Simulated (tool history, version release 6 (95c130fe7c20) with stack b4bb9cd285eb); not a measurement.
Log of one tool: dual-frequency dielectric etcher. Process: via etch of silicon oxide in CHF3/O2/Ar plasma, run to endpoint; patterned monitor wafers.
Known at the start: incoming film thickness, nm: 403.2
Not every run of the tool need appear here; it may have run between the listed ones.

Run 1, day 0: source power (kW) 0.65, bias power (kW) 0.157. Result: endpoint time (s) 201.58.
Run 2, day 0.058: source power (kW) 0.65, bias power (kW) 0.133. Result: endpoint time (s) 215.18.
Run 3, day 0.15: source power (kW) 0.75, bias power (kW) 0.133. Result: endpoint time (s) 199.18.
Run 4, day 0.229: source power (kW) 0.66, bias power (kW) 0.133. Result: endpoint time (s) 212.03.
Run 5, day 0.5: source power (kW) 0.66, bias power (kW) 0.153. Result: endpoint time (s) 201.64.
At day 0.783: source power generator calibrated.
Run 6, day 0.783: source power (kW) 0.66, bias power (kW) 0.164. Result: endpoint time (s) 199.02.
Run 7, day 0.817: source power (kW) 0.64, bias power (kW) 0.163. Result: endpoint time (s) 203.22.
Run 8, day 0.854: source power (kW) 0.63, bias power (kW) 0.163. Result: endpoint time (s) 204.85.
Run 9, day 0.942: source power (kW) 0.63, bias power (kW) 0.163. Result: endpoint time (s) 203.86.
Run 10, day 1.108: source power (kW) 0.62, bias power (kW) 0.163. Result: endpoint time (s) 206.
Run 11, day 1.25: source power (kW) 0.62, bias power (kW) 0.163. Result: endpoint time (s) 205.29.
Run 12, day 1.604: source power (kW) 0.61, bias power (kW) 0.163. Result: endpoint time (s) 207.92.

The next listed run, before its measurement:
Run 13, day 1.867: source power (kW) 0.6, bias power (kW) 0.163. Result: endpoint time (s) ?.

Run 13 yielded endpoint time (s) 209.35.

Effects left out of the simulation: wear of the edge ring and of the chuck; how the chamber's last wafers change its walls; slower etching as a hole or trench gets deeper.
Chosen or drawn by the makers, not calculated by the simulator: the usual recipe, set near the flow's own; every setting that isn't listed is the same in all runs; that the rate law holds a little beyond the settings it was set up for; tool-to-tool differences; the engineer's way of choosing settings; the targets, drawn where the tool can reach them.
